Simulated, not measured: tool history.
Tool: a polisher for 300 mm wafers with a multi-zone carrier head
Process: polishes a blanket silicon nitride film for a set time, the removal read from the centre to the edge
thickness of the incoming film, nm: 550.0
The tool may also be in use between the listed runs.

run	hour	flow of slurry (ml/min)	pressure of the head's centre zone	pressure of the head's middle zone	pressure of the head's edge zone	polishing time (s)	film removed at the wafer's centre (Å)	film removed at mid-radius (Å)	film removed at the wafer's edge (Å)
1	0	300	1	1	1	79	1144	1152.5	1106.7
2	1.2	315	1.03	1.02	1.02	80	1180	1178.3	1161
3	8.1	320	1.06	1.04	1	81	1233.4	1225.5	1188
4	13.5	320	1.06	0.97	1	81	1220.7	1147.6	1163.3
5	15.2	265	1.06	0.97	1	81	1198.8	1133.5	1136.6
6	23.4	265	1.01	0.97	1	81	1137.7	1119.7	1140.7
7	25.5	290	1.04	0.99	1	81	1196	1154.1	1162.5
8	31.2	310	1.06	1.01	0.98	81	1229.7	1184.9	1165.5

Run 9 is up next; what results do you expect?
9	33.3	325	1.08	1.03	0.96	81	?	?	?

film removed at the wafer's centre (Å): 1289.6
film removed at mid-radius (Å): 1213.4
film removed at the wafer's edge (Å): 1167.3

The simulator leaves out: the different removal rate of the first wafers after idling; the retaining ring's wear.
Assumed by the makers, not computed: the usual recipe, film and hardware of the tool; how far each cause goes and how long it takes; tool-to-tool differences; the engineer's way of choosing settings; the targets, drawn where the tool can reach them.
